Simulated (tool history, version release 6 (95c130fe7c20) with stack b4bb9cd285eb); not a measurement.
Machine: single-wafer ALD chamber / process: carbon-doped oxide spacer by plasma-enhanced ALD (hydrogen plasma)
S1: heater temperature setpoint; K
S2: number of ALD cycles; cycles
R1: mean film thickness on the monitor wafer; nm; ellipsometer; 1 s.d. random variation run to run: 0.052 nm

Run 1, hour 0: S1 683.15 K, S2 264 cycles. Result: R1 12.478 nm.
Run 2, hour 7.8: S1 683.15 K, S2 249 cycles. Result: R1 11.851 nm.
Run 3, hour 14.7: S1 684.15 K, S2 244 cycles. Result: R1 11.469 nm.
Run 4, hour 22.4: S1 684.15 K, S2 231 cycles. Result: R1 10.943 nm.
Run 5, hour 25.9: S1 684.15 K, S2 199 cycles. Result: R1 9.3929 nm.
Run 6, hour 33.6: S1 684.15 K, S2 180 cycles. Result: R1 8.5055 nm.
Run 7, hour 40.6: S1 683.15 K, S2 185 cycles. Result: R1 8.7331 nm.
Run 8, hour 45.5: S1 683.15 K, S2 190 cycles. Result: R1 9.0316 nm.
Run 9, hour 52.8: S1 682.15 K, S2 193 cycles. Result: R1 9.2222 nm.
Run 10, hour 58.5: S1 680.15 K, S2 194 cycles. Result: R1 9.3781 nm.
Run 11, hour 67.3: S1 679.15 K, S2 195 cycles. Result: R1 9.4002 nm.
Run 12, hour 70: S1 678.15 K, S2 196 cycles. Result: R1 9.5337 nm.
Run 13, hour 71.1: S1 677.15 K, S2 197 cycles. Result: R1 9.6462 nm.

Run 14 is up next; what results do you expect?
Run 14, hour 74.7: S1 676.15 K, S2 198 cycles. Result: R1 ?.

{"run 14": {"R1": 9.6593}}
